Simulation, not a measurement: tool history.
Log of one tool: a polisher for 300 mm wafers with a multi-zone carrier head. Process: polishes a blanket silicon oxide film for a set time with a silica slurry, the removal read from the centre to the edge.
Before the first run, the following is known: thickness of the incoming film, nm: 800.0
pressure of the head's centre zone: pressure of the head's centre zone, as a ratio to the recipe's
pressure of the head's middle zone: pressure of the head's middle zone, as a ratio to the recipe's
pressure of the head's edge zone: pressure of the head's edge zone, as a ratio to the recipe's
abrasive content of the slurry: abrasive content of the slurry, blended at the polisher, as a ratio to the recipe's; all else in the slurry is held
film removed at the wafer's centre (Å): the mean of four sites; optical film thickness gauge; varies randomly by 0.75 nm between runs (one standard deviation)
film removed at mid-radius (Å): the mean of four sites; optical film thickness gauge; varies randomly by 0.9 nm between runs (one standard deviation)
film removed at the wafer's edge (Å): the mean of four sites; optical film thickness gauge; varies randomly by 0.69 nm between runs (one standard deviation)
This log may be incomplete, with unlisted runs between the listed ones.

run	hour	flow of slurry (ml/min)	pressure of the head's centre zone	pressure of the head's middle zone	pressure of the head's edge zone	abrasive content of the slurry	polishing time (s)	film removed at the wafer's centre (Å)	film removed at mid-radius (Å)	film removed at the wafer's edge (Å)
1	0	140	1	1	1	1	59	1941.1	1947.5	1881.1
2	7.1	135	0.97	1	0.96	0.9	56	1685.8	1703.7	1645.6
3	9.4	130	0.94	1.01	0.93	0.8	54	1448	1527.7	1415
4	16.9	120	0.91	1	0.9	0.75	54	1324.4	1424.2	1318.3
5	22.6	120	0.91	0.92	0.9	0.75	54	1305.5	1315.7	1298.1
6	26.1	120	0.91	0.92	0.9	0.75	48	1184.8	1164.7	1175.7
7	28.1	115	0.89	0.93	0.88	0.75	48	1135.1	1189.1	1152.8
# hour 30.9: edge zone pressure recalibrated
8	30.9	90	0.86	0.94	0.81	0.65	48	932.05	995.69	973.66
9	36.9	100	0.86	0.95	0.81	0.65	48	955.88	1037.4	985.83

Run 10 has not been measured yet. What should we expect?
10	38.7	105	0.86	0.95	0.81	0.65	48	?	?	?

film removed at the wafer's centre (Å): 972.18
film removed at mid-radius (Å): 1028.8
film removed at the wafer's edge (Å): 991.79

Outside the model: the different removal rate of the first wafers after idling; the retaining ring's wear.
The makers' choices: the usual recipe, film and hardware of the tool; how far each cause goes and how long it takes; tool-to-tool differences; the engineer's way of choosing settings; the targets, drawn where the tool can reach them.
